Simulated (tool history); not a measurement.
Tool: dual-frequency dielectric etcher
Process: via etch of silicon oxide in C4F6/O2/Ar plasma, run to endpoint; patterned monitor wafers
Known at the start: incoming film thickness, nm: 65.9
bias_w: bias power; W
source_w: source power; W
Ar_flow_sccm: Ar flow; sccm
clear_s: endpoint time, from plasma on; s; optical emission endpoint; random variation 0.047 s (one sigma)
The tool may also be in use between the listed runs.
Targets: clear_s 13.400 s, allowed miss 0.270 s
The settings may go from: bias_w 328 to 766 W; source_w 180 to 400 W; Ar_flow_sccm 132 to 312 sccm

run,hour,bias_w,source_w,Ar_flow_sccm,clear_s
1,0.0,547,290,222,15.955
2,4.0,589,300,221,15.109
3,10.4,589,340,221,14.137
4,16.8,602,340,221,13.910
# hour 17.6: source power generator calibrated
5,17.6,602,300,221,14.482
6,22.8,614,300,221,14.434
7,28.5,627,300,221,14.222
8,29.4,637,300,221,14.123
9,33.4,647,300,221,13.881
10,39.3,653,300,221,13.853
11,46.4,653,300,221,13.911
12,52.0,660,300,221,13.801

4 next moves are on the table. One of them brings every result within its allowed miss. Which?
A,57.6,605,300,255,?
B,57.6,615,300,201,?
C,57.6,732,280,224,?
D,57.6,684,270,199,?

move,clear_s
A,14.715
B,14.201
C,13.534
D,14.110
A: further off than the last run
B: further off than the last run
C: meets every target
D: further off than the last run
Move C is the one to make.
